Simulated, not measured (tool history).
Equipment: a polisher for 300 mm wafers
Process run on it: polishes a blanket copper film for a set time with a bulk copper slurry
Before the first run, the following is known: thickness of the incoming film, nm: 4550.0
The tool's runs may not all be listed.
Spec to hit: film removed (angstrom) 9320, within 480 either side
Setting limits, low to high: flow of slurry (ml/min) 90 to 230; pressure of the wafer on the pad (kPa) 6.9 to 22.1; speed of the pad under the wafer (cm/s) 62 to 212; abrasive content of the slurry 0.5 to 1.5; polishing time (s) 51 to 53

| run | hour | flow of slurry (ml/min) | pressure of the wafer on the pad (kPa) | speed of the pad under the wafer (cm/s) | abrasive content of the slurry | polishing time (s) | film removed (angstrom) |
|---|---|---|---|---|---|---|---|
| 1 | 0 | 150 | 14.5 | 136 | 1 | 51 | 5614.7 |
| 2 | 5.8 | 150 | 14.5 | 148 | 1 | 51 | 5995.9 |
| 3 | 11.2 | 125 | 14.5 | 148 | 1 | 51 | 5789.9 |
| 4 | 12.4 | 130 | 16.5 | 150 | 1 | 51 | 6666.9 |
| 5 | 16.7 | 150 | 16.5 | 150 | 1 | 51 | 6993.9 |
| 6 | 17.9 | 155 | 17.9 | 152 | 1 | 51 | 7547 |
| 7 | 25.4 | 155 | 18.6 | 154 | 1 | 51 | 8171 |
| 8 | 30.5 | 160 | 19.3 | 154 | 1 | 51 | 8251.3 |
| 9 | 32.6 | 160 | 20 | 154 | 1 | 51 | 8774.9 |
| 10 | 37.2 | 160 | 20 | 154 | 1 | 51 | 8655.9 |

Of the 4 settings listed for the next run, only one would bring every result within its allowed miss of target. Which one?
| A | 41.8 | 130 | 20 | 186 | 1.1 | 53 | ? |
| B | 41.8 | 105 | 17.2 | 178 | 0.9 | 53 | ? |
| C | 41.8 | 220 | 21.4 | 146 | 1.15 | 51 | ? |
| D | 41.8 | 135 | 17.9 | 172 | 1.05 | 51 | ? |

| move | film removed (angstrom) |
|---|---|
| A | 10675 |
| B | 8037.7 |
| C | 9484.9 |
| D | 8510.8 |
A: carries the result that was furthest off beyond its target, to the other side
B: its largest miss is bigger than the last run's
C: every result within its allowed miss
D: its largest miss is bigger than the last run's
Go with C: it meets all targets.

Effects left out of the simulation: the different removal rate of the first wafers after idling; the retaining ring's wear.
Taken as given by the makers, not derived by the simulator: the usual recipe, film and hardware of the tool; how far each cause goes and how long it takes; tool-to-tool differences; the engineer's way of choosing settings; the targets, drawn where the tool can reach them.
